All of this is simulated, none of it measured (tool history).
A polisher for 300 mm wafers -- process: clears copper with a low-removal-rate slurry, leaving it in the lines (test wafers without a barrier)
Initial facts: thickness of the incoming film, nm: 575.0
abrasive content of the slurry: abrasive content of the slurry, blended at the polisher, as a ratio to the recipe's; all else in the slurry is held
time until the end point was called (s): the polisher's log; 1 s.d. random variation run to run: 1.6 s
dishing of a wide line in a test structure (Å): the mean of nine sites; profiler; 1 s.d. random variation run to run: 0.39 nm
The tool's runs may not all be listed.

| run | hour | flow of slurry (ml/min) | pressure of the wafer on the pad (kPa) | speed of the pad under the wafer (cm/s) | abrasive content of the slurry | overpolish time after the end point (s) | time until the end point was called (s) | dishing of a wide line in a test structure (Å) |
|---|---|---|---|---|---|---|---|---|
| 1 | 0 | 315 | 17.2 | 140 | 1 | 9 | 182.08 | 197.87 |
| 2 | 6.2 | 315 | 19.3 | 140 | 1 | 9 | 165.46 | 217.47 |
| 3 | 13.5 | 315 | 21.4 | 144 | 1 | 8 | 145.68 | 217.86 |
| 4 | 22.5 | 315 | 21.4 | 144 | 1 | 6 | 140.93 | 169.3 |
| 5 | 23.5 | 315 | 22.8 | 146 | 1 | 6 | 133.46 | 177.47 |
| 6 | 25.7 | 240 | 22.8 | 146 | 1 | 6 | 138.58 | 174.33 |
| 7 | 27.6 | 250 | 24.1 | 148 | 1 | 6 | 127.83 | 190.68 |
| 8 | 34.5 | 255 | 24.8 | 150 | 1 | 6 | 122.93 | 193.2 |
| 9 | 43.2 | 260 | 25.5 | 154 | 1 | 6 | 116 | 204.23 |
| 10 | 49.7 | 265 | 26.2 | 156 | 1 | 6 | 112.05 | 213.18 |

Expected results for the next run?
| 11 | 52.1 | 265 | 26.2 | 158 | 1 | 6 | ? | ? |

time until the end point was called (s): 107.3
dishing of a wide line in a test structure (Å): 218.26
